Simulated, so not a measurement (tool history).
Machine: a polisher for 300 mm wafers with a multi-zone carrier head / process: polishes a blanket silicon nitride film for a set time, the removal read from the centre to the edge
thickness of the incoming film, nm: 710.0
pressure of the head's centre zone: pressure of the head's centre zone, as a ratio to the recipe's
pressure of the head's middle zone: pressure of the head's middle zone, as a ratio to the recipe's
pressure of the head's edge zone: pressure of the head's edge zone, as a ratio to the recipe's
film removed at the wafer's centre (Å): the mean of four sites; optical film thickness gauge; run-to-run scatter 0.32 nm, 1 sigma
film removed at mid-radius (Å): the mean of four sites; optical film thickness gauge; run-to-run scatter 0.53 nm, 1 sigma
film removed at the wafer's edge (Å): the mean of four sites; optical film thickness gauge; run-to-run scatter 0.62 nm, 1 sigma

run,day,flow of slurry (ml/min),pressure of the head's centre zone,pressure of the head's middle zone,pressure of the head's edge zone,polishing time (s),film removed at the wafer's centre (Å),film removed at mid-radius (Å),film removed at the wafer's edge (Å)
1,0.000,225,1.00,1.00,1.00,53,732.42,696.59,717.41
2,0.312,225,1.00,1.00,1.09,53,725.14,719.61,720.48
3,0.383,230,1.01,1.02,1.08,49,682.69,669.06,682.07
4,0.458,230,1.01,0.95,1.08,49,674.78,632.22,694.70
5,0.683,230,1.01,0.95,1.14,49,684.78,622.83,702.60
6,0.892,230,1.01,0.95,1.14,37,511.00,474.79,526.73
7,0.962,235,1.02,0.98,1.13,37,523.69,490.59,532.52
8,1.200,260,1.01,1.08,1.03,35,496.97,501.62,489.70
9,1.246,260,1.02,1.09,1.03,35,505.27,513.40,480.55
10,1.300,260,1.02,1.09,1.04,35,491.65,504.74,480.75

Estimate the outcome of run 11 from the log above:
11,1.354,260,1.03,1.10,1.04,35,?,?,?

Run 11 gave film removed at the wafer's centre (Å) 505.23, film removed at mid-radius (Å) 514.92, film removed at the wafer's edge (Å) 487.09.
